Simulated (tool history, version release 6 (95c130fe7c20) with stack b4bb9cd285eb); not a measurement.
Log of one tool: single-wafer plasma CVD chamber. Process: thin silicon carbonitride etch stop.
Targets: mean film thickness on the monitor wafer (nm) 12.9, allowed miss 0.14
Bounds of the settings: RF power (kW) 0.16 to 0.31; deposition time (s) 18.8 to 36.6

run,day,RF power (kW),deposition time (s),mean film thickness on the monitor wafer (nm)
1,0,0.235,27.7,14.935
2,0.196,0.235,25.3,13.629
3,0.483,0.235,27.6,14.848
4,0.792,0.22,27.6,14.571
5,1.058,0.195,27.6,14.194
6,1.267,0.19,27.3,13.913
# day 1.325: RF generator calibrated
7,1.325,0.185,27.1,13.908
8,1.688,0.18,26.8,13.699
9,1.712,0.175,26.5,13.419

4 next moves are on the table. One of them brings every result within its allowed miss. Which?
A,1.738,0.17,26.5,?
B,1.738,0.18,27.5,?
C,1.738,0.17,25.6,?
D,1.738,0.19,25.6,?

move,mean film thickness on the monitor wafer (nm)
A,13.396
B,14.084
C,12.941
D,13.275
A: as far off as the last run
B: further off than the last run
C: meets every target
D: nearer than the last run, and not there yet
Answer: C

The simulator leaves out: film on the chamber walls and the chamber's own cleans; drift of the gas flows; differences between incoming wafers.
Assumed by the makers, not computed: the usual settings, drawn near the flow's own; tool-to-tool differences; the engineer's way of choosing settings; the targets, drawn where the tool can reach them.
